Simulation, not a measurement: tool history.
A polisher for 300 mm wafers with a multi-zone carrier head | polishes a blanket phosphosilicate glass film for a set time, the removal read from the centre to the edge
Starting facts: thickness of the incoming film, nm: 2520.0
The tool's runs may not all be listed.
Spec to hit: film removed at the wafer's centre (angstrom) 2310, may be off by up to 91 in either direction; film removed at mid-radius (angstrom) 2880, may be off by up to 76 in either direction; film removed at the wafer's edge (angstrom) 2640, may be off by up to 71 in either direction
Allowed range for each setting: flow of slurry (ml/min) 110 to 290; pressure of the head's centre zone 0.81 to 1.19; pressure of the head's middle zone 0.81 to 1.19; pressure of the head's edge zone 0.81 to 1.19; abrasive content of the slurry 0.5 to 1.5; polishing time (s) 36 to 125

run	day	flow of slurry (ml/min)	pressure of the head's centre zone	pressure of the head's middle zone	pressure of the head's edge zone	abrasive content of the slurry	polishing time (s)	film removed at the wafer's centre (angstrom)	film removed at mid-radius (angstrom)	film removed at the wafer's edge (angstrom)
1	0	185	1	1	1	1	80	4428.4	4187.2	4237.2
2	0.083	185	1	1	1	1	95	5442.2	5004.7	4997.1
3	0.217	185	1	1	1	1	107	5929.8	5639.9	5711.4
4	0.508	175	0.97	1.02	1	0.9	99	5256.9	5100.2	4978.5
5	0.7	145	0.97	1.02	1	0.9	99	4932.5	4853.8	4898.3
6	0.933	140	0.94	1.04	1.01	0.85	92	4344.5	4446.1	4370.3
7	1.271	110	0.84	1.14	1.11	0.6	70	2400.6	2961.4	2933.4
# day 1.546: centre zone pressure recalibrated
8	1.546	110	0.84	1.14	1.09	0.6	70	2233.5	2955.6	2873.9
9	1.571	115	0.86	1.14	1.07	0.6	70	2273.6	3013.2	2919.9
10	1.654	115	0.96	1.14	0.97	0.5	65	2120.3	2582.1	2376.5
11	1.792	125	0.95	1.14	0.98	0.5	65	2197.6	2668.6	2420.6
12	2.142	130	0.94	1.14	0.99	0.5	65	2226.5	2688.2	2448
13	2.212	135	0.93	1.14	1	0.5	65	2265.1	2709.8	2492.5
14	2.425	135	0.93	1.14	1	0.5	65	2213.1	2686.5	2515.3
15	2.712	140	0.93	1.15	1	0.5	65	2241.7	2725.7	2521.2
16	3.033	145	0.93	1.15	1	0.5	65	2291.5	2788.6	2502.5
17	3.083	145	0.92	1.15	1.01	0.5	65	2271.7	2734.5	2565.9

Consider the 5 candidate settings below. Which is the only one whose results all fall within their allowed miss of target?
A	3.133	180	0.97	1.06	1.06	0.65	54	?	?	?
B	3.133	175	0.97	1.15	1	0.5	62	?	?	?
C	3.133	160	0.92	1.08	1.08	0.55	62	?	?	?
D	3.133	110	0.96	1.19	1.04	0.6	66	?	?	?
E	3.133	175	0.93	1.13	1.02	0.5	63	?	?	?

move	film removed at the wafer's centre (angstrom)	film removed at mid-radius (angstrom)	film removed at the wafer's edge (angstrom)
A	2280.7	2537.7	2464.9
B	2338.9	2778.3	2457.3
C	2269.1	2701.2	2623.9
D	2337.4	2926.2	2652.4
E	2283.9	2784	2521.7
A: misses by more than the last run did
B: misses by more than the last run did
C: misses by more than the last run did
D: every result lands within tolerance
E: closer than the last run, but not yet in spec
D meets every target.
